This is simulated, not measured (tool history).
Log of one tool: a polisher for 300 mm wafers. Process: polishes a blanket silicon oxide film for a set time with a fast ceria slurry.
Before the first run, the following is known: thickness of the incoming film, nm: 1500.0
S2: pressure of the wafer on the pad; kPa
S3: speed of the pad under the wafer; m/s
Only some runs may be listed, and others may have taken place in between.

{"run": 1, "hour": 0.0, "flow of slurry (ml/min)": 215, "S2": 18.6, "S3": 1.06, "polishing time (s)": 47, "film removed (Å)": 7084}
{"run": 2, "hour": 3.4, "flow of slurry (ml/min)": 215, "S2": 19.3, "S3": 1.06, "polishing time (s)": 47, "film removed (Å)": 7284.5}
{"run": 3, "hour": 10.2, "flow of slurry (ml/min)": 215, "S2": 20, "S3": 1.06, "polishing time (s)": 47, "film removed (Å)": 7582.3}
{"run": 4, "hour": 12.3, "flow of slurry (ml/min)": 215, "S2": 20, "S3": 0.8, "polishing time (s)": 47, "film removed (Å)": 5663.2}
{"run": 5, "hour": 19.5, "flow of slurry (ml/min)": 215, "S2": 20.7, "S3": 0.82, "polishing time (s)": 47, "film removed (Å)": 6063.5}
{"run": 6, "hour": 20.6, "flow of slurry (ml/min)": 175, "S2": 20.7, "S3": 0.82, "polishing time (s)": 47, "film removed (Å)": 5988.9}

Predict the results of run 7:
{"run": 7, "hour": 28.6, "flow of slurry (ml/min)": 175, "S2": 25.5, "S3": 0.94, "polishing time (s)": 47, "film removed (Å)": "?"}

film removed (Å): 8389
